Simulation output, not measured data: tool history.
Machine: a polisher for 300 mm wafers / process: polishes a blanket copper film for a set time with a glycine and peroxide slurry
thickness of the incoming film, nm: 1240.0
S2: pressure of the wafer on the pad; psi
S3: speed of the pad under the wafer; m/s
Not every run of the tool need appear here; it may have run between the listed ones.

{"run": 1, "hour": 0.0, "flow of slurry (ml/min)": 305, "S2": 2.1, "S3": 0.78, "polishing time (s)": 24, "film removed (nm)": 82.789}
{"run": 2, "hour": 4.4, "flow of slurry (ml/min)": 305, "S2": 2.5, "S3": 0.78, "polishing time (s)": 24, "film removed (nm)": 94.373}
{"run": 3, "hour": 7.7, "flow of slurry (ml/min)": 305, "S2": 2.4, "S3": 0.76, "polishing time (s)": 24, "film removed (nm)": 89.704}
{"run": 4, "hour": 12.4, "flow of slurry (ml/min)": 305, "S2": 2.3, "S3": 0.74, "polishing time (s)": 24, "film removed (nm)": 85.41}
{"run": 5, "hour": 16.4, "flow of slurry (ml/min)": 305, "S2": 2.2, "S3": 0.72, "polishing time (s)": 24, "film removed (nm)": 80.98}
{"run": 6, "hour": 21.7, "flow of slurry (ml/min)": 305, "S2": 2.1, "S3": 0.72, "polishing time (s)": 24, "film removed (nm)": 78.097}
{"hour": 23.1, "done": "head pressure recalibrated"}
{"run": 7, "hour": 23.1, "flow of slurry (ml/min)": 305, "S2": 2, "S3": 0.72, "polishing time (s)": 24, "film removed (nm)": 81.373}

For run 8, what comes out?
{"run": 8, "hour": 32.0, "flow of slurry (ml/min)": 300, "S2": 1.9, "S3": 0.68, "polishing time (s)": 24, "film removed (nm)": "?"}

Run 8 came out at film removed (nm) 73.272.
